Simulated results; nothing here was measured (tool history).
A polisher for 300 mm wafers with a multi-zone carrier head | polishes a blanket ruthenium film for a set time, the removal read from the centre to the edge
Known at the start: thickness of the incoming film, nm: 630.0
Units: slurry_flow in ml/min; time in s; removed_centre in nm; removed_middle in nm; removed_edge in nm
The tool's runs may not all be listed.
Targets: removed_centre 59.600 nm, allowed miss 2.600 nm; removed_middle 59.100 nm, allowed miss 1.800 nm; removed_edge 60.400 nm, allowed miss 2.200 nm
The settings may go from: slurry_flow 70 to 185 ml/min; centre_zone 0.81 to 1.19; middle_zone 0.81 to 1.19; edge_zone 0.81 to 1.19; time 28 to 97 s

run 1 day=0.000 | slurry_flow=120 centre_zone=1.00 middle_zone=1.00 edge_zone=1.00 time=62 | removed_centre=43.094 removed_middle=43.336 removed_edge=46.182
run 2 day=0.317 | slurry_flow=130 centre_zone=1.02 middle_zone=1.03 edge_zone=1.04 time=65 | removed_centre=46.897 removed_middle=46.870 removed_edge=49.758
run 3 day=0.554 | slurry_flow=130 centre_zone=1.02 middle_zone=0.95 edge_zone=1.04 time=65 | removed_centre=46.601 removed_middle=45.163 removed_edge=50.137
run 4 day=0.800 | slurry_flow=130 centre_zone=1.02 middle_zone=0.95 edge_zone=1.08 time=65 | removed_centre=47.675 removed_middle=45.523 removed_edge=50.950
run 5 day=1.038 | slurry_flow=130 centre_zone=1.02 middle_zone=0.95 edge_zone=1.03 time=65 | removed_centre=47.824 removed_middle=45.139 removed_edge=49.557
run 6 day=1.121 | slurry_flow=140 centre_zone=1.03 middle_zone=0.99 edge_zone=1.05 time=67 | removed_centre=50.907 removed_middle=48.467 removed_edge=52.492
run 7 day=1.162 | slurry_flow=150 centre_zone=1.03 middle_zone=1.03 edge_zone=1.07 time=68 | removed_centre=51.328 removed_middle=52.039 removed_edge=56.079
run 8 day=1.242 | slurry_flow=160 centre_zone=1.05 middle_zone=1.05 edge_zone=1.06 time=69 | removed_centre=55.113 removed_middle=54.553 removed_edge=56.948
run 9 day=1.550 | slurry_flow=165 centre_zone=1.06 middle_zone=1.06 edge_zone=1.06 time=69 | removed_centre=56.829 removed_middle=55.559 removed_edge=56.048
run 10 day=1.738 | slurry_flow=165 centre_zone=1.06 middle_zone=1.06 edge_zone=1.06 time=69 | removed_centre=56.488 removed_middle=56.021 removed_edge=55.515
run 11 day=2.100 | slurry_flow=170 centre_zone=1.06 middle_zone=1.06 edge_zone=1.08 time=69 | removed_centre=56.586 removed_middle=56.517 removed_edge=56.638
run 12 day=2.354 | slurry_flow=170 centre_zone=1.06 middle_zone=1.06 edge_zone=1.10 time=70 | removed_centre=58.269 removed_middle=56.985 removed_edge=58.491
-- day=2.542 slurry nozzle cleaned
run 13 day=2.542 | slurry_flow=175 centre_zone=1.06 middle_zone=1.06 edge_zone=1.11 time=70 | removed_centre=65.807 removed_middle=63.246 removed_edge=63.622
run 14 day=2.846 | slurry_flow=170 centre_zone=1.06 middle_zone=1.07 edge_zone=1.11 time=70 | removed_centre=65.495 removed_middle=63.488 removed_edge=63.193
run 15 day=3.033 | slurry_flow=170 centre_zone=1.05 middle_zone=1.06 edge_zone=1.10 time=70 | removed_centre=64.167 removed_middle=62.705 removed_edge=62.518
run 16 day=3.350 | slurry_flow=165 centre_zone=1.05 middle_zone=1.06 edge_zone=1.10 time=70 | removed_centre=62.772 removed_middle=62.641 removed_edge=61.901
run 17 day=3.612 | slurry_flow=160 centre_zone=1.05 middle_zone=1.05 edge_zone=1.10 time=70 | removed_centre=63.748 removed_middle=61.454 removed_edge=62.534
run 18 day=3.775 | slurry_flow=165 centre_zone=1.05 middle_zone=1.05 edge_zone=1.10 time=70 | removed_centre=63.652 removed_middle=61.878 removed_edge=62.244
run 19 day=4.021 | slurry_flow=160 centre_zone=1.05 middle_zone=1.05 edge_zone=1.09 time=70 | removed_centre=63.469 removed_middle=61.644 removed_edge=61.044

4 next moves are on the table. One of them brings every result within its allowed miss. Which?
run A day=4.267 | slurry_flow=140 centre_zone=1.11 middle_zone=0.98 edge_zone=0.99 time=73 | removed_centre=? removed_middle=? removed_edge=?
run B day=4.267 | slurry_flow=140 centre_zone=1.08 middle_zone=1.19 edge_zone=0.99 time=67 | removed_centre=? removed_middle=? removed_edge=?
run C day=4.267 | slurry_flow=145 centre_zone=0.98 middle_zone=0.96 edge_zone=0.96 time=73 | removed_centre=? removed_middle=? removed_edge=?
run D day=4.267 | slurry_flow=185 centre_zone=0.96 middle_zone=1.07 edge_zone=1.19 time=64 | removed_centre=? removed_middle=? removed_edge=?

move=A removed_centre=68.412 removed_middle=59.501 removed_edge=60.400
move=B removed_centre=61.155 removed_middle=62.739 removed_edge=55.307
move=C removed_centre=60.849 removed_middle=59.141 removed_edge=59.851
move=D removed_centre=54.965 removed_middle=58.483 removed_edge=60.257
A: further off than the last run
B: brings the result that was furthest off to its target, and leaves another outside
C: meets every target
D: takes the result that was furthest off past its target
The right move is C.

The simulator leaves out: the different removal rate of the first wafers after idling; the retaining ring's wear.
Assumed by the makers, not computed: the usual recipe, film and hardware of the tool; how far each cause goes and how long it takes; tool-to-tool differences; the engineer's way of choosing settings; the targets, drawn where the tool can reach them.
